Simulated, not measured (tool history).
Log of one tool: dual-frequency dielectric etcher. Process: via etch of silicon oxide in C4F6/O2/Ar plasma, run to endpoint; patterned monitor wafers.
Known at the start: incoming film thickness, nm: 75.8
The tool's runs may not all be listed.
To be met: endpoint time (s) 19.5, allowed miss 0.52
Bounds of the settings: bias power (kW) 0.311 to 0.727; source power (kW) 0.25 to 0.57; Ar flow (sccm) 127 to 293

| run | hour | bias power (kW) | source power (kW) | Ar flow (sccm) | endpoint time (s) |
|---|---|---|---|---|---|
| 1 | 0 | 0.519 | 0.41 | 210 | 15.236 |
| 2 | 1.3 | 0.519 | 0.34 | 210 | 16.716 |
| 3 | 9 | 0.5 | 0.34 | 210 | 16.959 |
| 4 | 13.4 | 0.483 | 0.34 | 210 | 17.239 |
| 5 | 20.8 | 0.483 | 0.34 | 177 | 17.139 |
| 6 | 28.8 | 0.483 | 0.34 | 196 | 17.182 |
| 7 | 36.7 | 0.468 | 0.34 | 196 | 17.065 |
| 8 | 42.2 | 0.46 | 0.33 | 196 | 17.497 |
| 9 | 48.9 | 0.448 | 0.32 | 196 | 18.039 |
| 10 | 54.4 | 0.438 | 0.32 | 196 | 18.082 |
| 11 | 56.3 | 0.428 | 0.32 | 196 | 18.301 |
| 12 | 59.9 | 0.42 | 0.32 | 196 | 18.631 |
| 13 | 61.9 | 0.415 | 0.32 | 196 | 18.301 |
| 14 | 64 | 0.407 | 0.32 | 196 | 18.952 |
| 15 | 65.6 | 0.404 | 0.32 | 196 | 18.81 |
| 16 | 67.7 | 0.4 | 0.32 | 196 | 18.908 |

Which of these 4 next moves meets every target?
| A | 69.8 | 0.42 | 0.32 | 198 | ? |
| B | 69.8 | 0.451 | 0.33 | 214 | ? |
| C | 69.8 | 0.376 | 0.32 | 213 | ? |
| D | 69.8 | 0.369 | 0.35 | 186 | ? |

| move | endpoint time (s) |
|---|---|
| A | 18.551 |
| B | 17.842 |
| C | 19.568 |
| D | 18.769 |
A: further off than the last run
B: further off than the last run
C: meets every target
D: further off than the last run
Move C is the one to make.
